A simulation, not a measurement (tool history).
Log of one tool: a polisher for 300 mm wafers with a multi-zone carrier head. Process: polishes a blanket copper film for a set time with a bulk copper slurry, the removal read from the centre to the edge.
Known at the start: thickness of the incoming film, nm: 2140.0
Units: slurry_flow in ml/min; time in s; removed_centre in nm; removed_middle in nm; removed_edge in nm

run	hour	slurry_flow	centre_zone	middle_zone	edge_zone	slurry_solids	time	removed_centre	removed_middle	removed_edge
1	0	125	1	1	1	1	69	883.06	893.73	867.4
2	8.4	130	1.02	1	1.02	1.1	72	963.68	950.79	960.31
3	15.2	130	1.02	0.96	1.02	1.1	72	956.85	938.63	940.16
4	24.1	130	1.02	0.96	1.02	0.9	72	919.36	887.62	922.47
5	27	140	1.04	0.98	1.03	1	74	1035.3	980.36	977.24
6	35.8	140	1.05	0.99	1.05	1.05	76	1067.3	1027.7	1029.5
7	38.4	145	1.07	0.99	1.07	1.1	78	1130.9	1060.1	1061.5

Forecast run 8:
8	44.1	150	1.08	0.99	1.08	1.15	80	?	?	?

{"run 8": {"removed_centre": 1167.9, "removed_middle": 1079.9, "removed_edge": 1114.8}}
